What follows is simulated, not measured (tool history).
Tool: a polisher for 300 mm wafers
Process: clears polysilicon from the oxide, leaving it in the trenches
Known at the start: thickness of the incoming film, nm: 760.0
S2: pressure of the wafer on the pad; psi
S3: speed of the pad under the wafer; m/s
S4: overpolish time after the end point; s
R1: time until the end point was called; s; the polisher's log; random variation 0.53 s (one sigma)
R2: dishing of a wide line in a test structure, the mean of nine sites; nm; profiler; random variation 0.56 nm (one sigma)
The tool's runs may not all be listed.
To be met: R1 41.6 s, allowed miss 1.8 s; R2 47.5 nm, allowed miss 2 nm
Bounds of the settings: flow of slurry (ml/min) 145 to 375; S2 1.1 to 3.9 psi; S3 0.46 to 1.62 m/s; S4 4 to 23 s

Run 1, hour 0: flow of slurry (ml/min) 240, S2 2.5 psi, S3 1.04 m/s, S4 12 s. Result: R1 64.406 s, R2 44.188 nm.
Run 2, hour 8.1: flow of slurry (ml/min) 240, S2 2.7 psi, S3 1.04 m/s, S4 12 s. Result: R1 60.604 s, R2 46.112 nm.
Run 3, hour 15.9: flow of slurry (ml/min) 240, S2 2.7 psi, S3 1.16 m/s, S4 12 s. Result: R1 53.912 s, R2 46.236 nm.
Run 4, hour 22: flow of slurry (ml/min) 195, S2 2.7 psi, S3 1.16 m/s, S4 12 s. Result: R1 55.067 s, R2 45.973 nm.
Run 5, hour 24.1: flow of slurry (ml/min) 195, S2 2.7 psi, S3 1.16 m/s, S4 10 s. Result: R1 55.771 s, R2 44.545 nm.
Run 6, hour 32.9: flow of slurry (ml/min) 195, S2 2.7 psi, S3 1.16 m/s, S4 12 s. Result: R1 56.018 s, R2 47.755 nm.
Run 7, hour 38: flow of slurry (ml/min) 210, S2 2.8 psi, S3 1.16 m/s, S4 12 s. Result: R1 53.012 s, R2 46.629 nm.
Run 8, hour 44.2: flow of slurry (ml/min) 215, S2 2.9 psi, S3 1.16 m/s, S4 12 s. Result: R1 51.28 s, R2 46.1 nm.
Run 9, hour 45.8: flow of slurry (ml/min) 215, S2 3 psi, S3 1.16 m/s, S4 12 s. Result: R1 48.937 s, R2 46.396 nm.
Run 10, hour 49.1: flow of slurry (ml/min) 220, S2 3.1 psi, S3 1.16 m/s, S4 12 s. Result: R1 48.482 s, R2 47.565 nm.
Run 11, hour 52.3: flow of slurry (ml/min) 220, S2 3.2 psi, S3 1.16 m/s, S4 12 s. Result: R1 45.855 s, R2 46.627 nm.
Run 12, hour 55.3: flow of slurry (ml/min) 220, S2 3.3 psi, S3 1.16 m/s, S4 12 s. Result: R1 46.161 s, R2 47.366 nm.
Run 13, hour 58.5: flow of slurry (ml/min) 220, S2 3.4 psi, S3 1.16 m/s, S4 12 s. Result: R1 44.857 s, R2 47.911 nm.

Which of these 4 next moves meets every target?
Run A, hour 61.7: flow of slurry (ml/min) 250, S2 3.3 psi, S3 1.12 m/s, S4 9 s. Result: R1 ?, R2 ?.
Run B, hour 61.7: flow of slurry (ml/min) 215, S2 3.4 psi, S3 1.1 m/s, S4 11 s. Result: R1 ?, R2 ?.
Run C, hour 61.7: flow of slurry (ml/min) 185, S2 3.1 psi, S3 1.38 m/s, S4 11 s. Result: R1 ?, R2 ?.
Run D, hour 61.7: flow of slurry (ml/min) 225, S2 3.5 psi, S3 1.3 m/s, S4 10 s. Result: R1 ?, R2 ?.

move      R1      R2
   A  46.541  46.218
   B  46.973  47.549
   C  41.926  48.102
   D  38.632  48.045
A: further off than the last run
B: further off than the last run
C: meets every target
D: takes the result that was furthest off past its target
Move C is the one to make.
